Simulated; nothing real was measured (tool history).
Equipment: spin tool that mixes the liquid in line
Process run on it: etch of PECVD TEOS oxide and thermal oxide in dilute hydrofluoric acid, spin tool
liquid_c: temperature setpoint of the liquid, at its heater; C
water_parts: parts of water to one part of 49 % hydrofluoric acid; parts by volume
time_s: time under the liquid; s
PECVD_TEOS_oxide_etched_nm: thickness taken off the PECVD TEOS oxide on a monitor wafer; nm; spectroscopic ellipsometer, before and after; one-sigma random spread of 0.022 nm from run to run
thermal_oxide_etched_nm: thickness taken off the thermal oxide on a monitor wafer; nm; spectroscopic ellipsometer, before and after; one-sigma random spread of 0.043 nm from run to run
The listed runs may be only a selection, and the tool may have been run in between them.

run,hour,liquid_c,water_parts,time_s,PECVD_TEOS_oxide_etched_nm,thermal_oxide_etched_nm
1,0,21,245,120,4.4694,1.7482
2,3.9,21.5,245,120,4.6034,1.7975
3,5.7,22,245,120,4.6739,1.8701
4,14.4,22,205,120,5.8396,2.2521
5,20.4,22,160,120,7.895,3.0855
6,26.6,19,160,120,6.9676,2.6639
7,30.2,18.5,175,120,6.1333,2.3363

Run 8 is up next; what results do you expect?
8,31.2,17,210,120,?,?

Logged for run 8: PECVD_TEOS_oxide_etched_nm 4.6262 nm, thermal_oxide_etched_nm 1.8218 nm.

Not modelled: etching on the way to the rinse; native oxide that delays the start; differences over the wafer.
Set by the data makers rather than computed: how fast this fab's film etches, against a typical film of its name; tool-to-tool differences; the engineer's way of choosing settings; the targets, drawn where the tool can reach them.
